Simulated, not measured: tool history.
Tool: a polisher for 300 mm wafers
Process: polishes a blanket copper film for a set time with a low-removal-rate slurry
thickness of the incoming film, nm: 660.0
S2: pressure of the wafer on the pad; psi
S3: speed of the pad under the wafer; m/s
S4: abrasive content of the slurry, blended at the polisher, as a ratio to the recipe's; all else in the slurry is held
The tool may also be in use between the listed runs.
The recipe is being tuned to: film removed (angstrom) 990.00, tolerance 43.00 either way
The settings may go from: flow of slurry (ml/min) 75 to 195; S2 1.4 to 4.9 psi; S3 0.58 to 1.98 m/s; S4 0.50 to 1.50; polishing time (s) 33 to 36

Run 1, hour 0.0: flow of slurry (ml/min) 125, S2 3.1 psi, S3 1.28 m/s, S4 1.00, polishing time (s) 36. Result: film removed (angstrom) 1207.60.
Run 2, hour 4.3: flow of slurry (ml/min) 140, S2 3.1 psi, S3 1.28 m/s, S4 1.00, polishing time (s) 36. Result: film removed (angstrom) 1244.20.
Run 3, hour 6.1: flow of slurry (ml/min) 140, S2 3.1 psi, S3 1.46 m/s, S4 1.00, polishing time (s) 36. Result: film removed (angstrom) 1421.80.
Run 4, hour 9.2: flow of slurry (ml/min) 140, S2 3.5 psi, S3 1.46 m/s, S4 1.00, polishing time (s) 36. Result: film removed (angstrom) 1574.50.
Run 5, hour 10.6: flow of slurry (ml/min) 140, S2 4.2 psi, S3 1.46 m/s, S4 1.00, polishing time (s) 36. Result: film removed (angstrom) 1866.80.
Run 6, hour 19.6: flow of slurry (ml/min) 140, S2 4.2 psi, S3 1.46 m/s, S4 1.00, polishing time (s) 33. Result: film removed (angstrom) 1743.50.
Run 7, hour 24.4: flow of slurry (ml/min) 135, S2 3.9 psi, S3 1.44 m/s, S4 1.00, polishing time (s) 33. Result: film removed (angstrom) 1550.80.
Run 8, hour 27.1: flow of slurry (ml/min) 130, S2 3.7 psi, S3 1.44 m/s, S4 1.00, polishing time (s) 33. Result: film removed (angstrom) 1469.10.
Run 9, hour 30.4: flow of slurry (ml/min) 125, S2 3.5 psi, S3 1.44 m/s, S4 1.00, polishing time (s) 33. Result: film removed (angstrom) 1378.20.

Exactly one of the 5 candidate moves below puts every result within its allowed miss. Which one?
Run A, hour 33.7: flow of slurry (ml/min) 170, S2 3.4 psi, S3 0.90 m/s, S4 0.85, polishing time (s) 33. Result: film removed (angstrom) ?.
Run B, hour 33.7: flow of slurry (ml/min) 145, S2 2.7 psi, S3 1.38 m/s, S4 1.05, polishing time (s) 33. Result: film removed (angstrom) ?.
Run C, hour 33.7: flow of slurry (ml/min) 145, S2 2.5 psi, S3 1.22 m/s, S4 1.10, polishing time (s) 33. Result: film removed (angstrom) ?.
Run D, hour 33.7: flow of slurry (ml/min) 140, S2 3.2 psi, S3 1.26 m/s, S4 0.90, polishing time (s) 33. Result: film removed (angstrom) ?.
Run E, hour 33.7: flow of slurry (ml/min) 125, S2 2.7 psi, S3 1.34 m/s, S4 0.90, polishing time (s) 33. Result: film removed (angstrom) ?.

move  film removed (angstrom)
   A                   918.28
   B                  1119.90
   C                   934.87
   D                  1156.20
   E                  1019.80
A: the result that was furthest off in the last run now lies on the other side of its target
B: nearer the targets than the last run, but a result is still out of spec
C: the result that was furthest off in the last run now lies on the other side of its target
D: nearer the targets than the last run, but a result is still out of spec
E: meets every target
So the answer is move E, the one that meets all the targets.

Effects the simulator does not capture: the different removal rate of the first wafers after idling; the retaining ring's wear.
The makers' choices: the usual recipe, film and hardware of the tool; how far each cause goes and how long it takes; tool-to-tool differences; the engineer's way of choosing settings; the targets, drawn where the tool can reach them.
